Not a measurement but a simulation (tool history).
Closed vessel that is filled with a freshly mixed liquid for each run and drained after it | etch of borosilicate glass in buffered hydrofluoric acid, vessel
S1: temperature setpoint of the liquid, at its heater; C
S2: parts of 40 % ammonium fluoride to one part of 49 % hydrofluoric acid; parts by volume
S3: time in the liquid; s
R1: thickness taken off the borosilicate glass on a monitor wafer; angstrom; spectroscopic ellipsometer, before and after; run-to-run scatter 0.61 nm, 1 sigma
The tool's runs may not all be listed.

run  hour    S1   S2   S3      R1
  1   0.0  22.0  9.0   95  1073.2
  2   5.2  22.0  9.0   95  1085.1
  3   8.7  21.5  9.0   95  1067.4
  4  10.5  21.5  8.0   95  1192.0
  5  12.6  21.0  8.0   95  1172.7
  6  21.0  21.0  8.0  105  1293.0
  7  24.3  20.5  8.5  105  1171.9
  8  25.0  20.0  8.5  105  1137.4

Estimate the outcome of run 9 from the log above:
  9  29.3  19.5  8.5  105   ?

R1: 1113.2 angstrom
